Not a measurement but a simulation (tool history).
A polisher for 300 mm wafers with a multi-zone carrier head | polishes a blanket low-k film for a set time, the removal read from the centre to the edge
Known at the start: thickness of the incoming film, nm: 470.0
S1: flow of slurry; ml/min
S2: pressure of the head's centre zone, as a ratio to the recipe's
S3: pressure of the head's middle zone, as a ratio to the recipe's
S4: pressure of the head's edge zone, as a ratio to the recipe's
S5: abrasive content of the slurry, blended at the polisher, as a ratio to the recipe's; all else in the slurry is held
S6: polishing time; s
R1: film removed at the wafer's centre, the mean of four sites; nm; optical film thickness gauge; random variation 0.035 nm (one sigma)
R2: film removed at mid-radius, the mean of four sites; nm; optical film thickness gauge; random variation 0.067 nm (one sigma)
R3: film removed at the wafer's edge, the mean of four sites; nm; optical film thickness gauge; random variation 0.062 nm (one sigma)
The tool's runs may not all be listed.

Run 1, day 0: S1 135 ml/min, S2 1, S3 1, S4 1, S5 1, S6 31 s. Result: R1 6.6869 nm, R2 6.4839 nm, R3 6.7489 nm.
Run 2, day 0.15: S1 130 ml/min, S2 0.97, S3 1.01, S4 0.97, S5 0.9, S6 30 s. Result: R1 6.0067 nm, R2 5.9191 nm, R3 6.1326 nm.
Run 3, day 0.525: S1 130 ml/min, S2 0.97, S3 1.01, S4 0.97, S5 1.05, S6 30 s. Result: R1 6.2947 nm, R2 6.4951 nm, R3 6.7146 nm.
Run 4, day 0.888: S1 125 ml/min, S2 0.94, S3 1.04, S4 0.95, S5 0.95, S6 29 s. Result: R1 5.6553 nm, R2 6.2576 nm, R3 6.0046 nm.
Run 5, day 1.15: S1 125 ml/min, S2 0.94, S3 0.98, S4 0.95, S5 0.95, S6 29 s. Result: R1 5.5631 nm, R2 5.8209 nm, R3 5.9448 nm.
Run 6, day 1.254: S1 125 ml/min, S2 0.94, S3 0.98, S4 0.95, S5 1.1, S6 29 s. Result: R1 5.9971 nm, R2 6.1632 nm, R3 6.4482 nm.
Run 7, day 1.304: S1 120 ml/min, S2 0.91, S3 0.98, S4 0.93, S5 0.95, S6 29 s. Result: R1 5.4709 nm, R2 5.8789 nm, R3 6.0072 nm.
Run 8, day 1.358: S1 115 ml/min, S2 0.89, S3 0.98, S4 0.92, S5 0.85, S6 28 s. Result: R1 4.9295 nm, R2 5.4635 nm, R3 5.3532 nm.
Run 9, day 1.475: S1 115 ml/min, S2 0.89, S3 0.98, S4 0.92, S5 0.85, S6 28 s. Result: R1 4.8383 nm, R2 5.2466 nm, R3 5.2026 nm.

Run 10 comes next. What will it give?
Run 10, day 1.838: S1 115 ml/min, S2 0.89, S3 0.98, S4 0.92, S5 0.85, S6 28 s. Result: R1 ?, R2 ?, R3 ?.

Run 10 gave R1 4.7957 nm, R2 5.2325 nm, R3 5.3571 nm.
